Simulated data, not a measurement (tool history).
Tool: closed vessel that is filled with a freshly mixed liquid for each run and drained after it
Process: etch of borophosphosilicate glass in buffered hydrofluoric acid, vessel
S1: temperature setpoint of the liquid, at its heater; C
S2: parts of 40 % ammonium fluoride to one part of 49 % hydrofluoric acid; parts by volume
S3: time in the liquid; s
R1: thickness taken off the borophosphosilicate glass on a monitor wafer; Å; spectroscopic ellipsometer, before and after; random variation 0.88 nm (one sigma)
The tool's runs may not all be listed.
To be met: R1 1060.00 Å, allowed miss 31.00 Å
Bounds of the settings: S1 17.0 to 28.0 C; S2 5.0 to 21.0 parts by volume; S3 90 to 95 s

run  hour    S1    S2  S3       R1
  1   0.0  20.0  13.0  90  1491.20
  2   3.2  20.0  13.0  95  1610.20
  3   4.2  20.0  13.0  95  1569.90
  4   5.5  19.5  13.5  95  1496.10
  5  14.0  19.0  14.0  95  1404.40
  6  17.5  18.5  14.5  95  1338.50
  7  20.3  18.0  15.0  95  1235.90
  8  25.6  17.5  16.0  95  1125.40

4 next moves are on the table. One of them brings every result within its allowed miss. Which?
  A  30.9  20.0  18.5  95   ?
  B  30.9  19.0  16.5  90   ?
  C  30.9  18.0  17.5  95   ?
  D  30.9  19.0  19.0  90   ?

move       R1
   A  1125.80
   B  1129.90
   C  1063.90
   D   982.48
A: as far off as the last run
B: further off than the last run
C: meets every target
D: takes the result that was furthest off past its target
Answer: C

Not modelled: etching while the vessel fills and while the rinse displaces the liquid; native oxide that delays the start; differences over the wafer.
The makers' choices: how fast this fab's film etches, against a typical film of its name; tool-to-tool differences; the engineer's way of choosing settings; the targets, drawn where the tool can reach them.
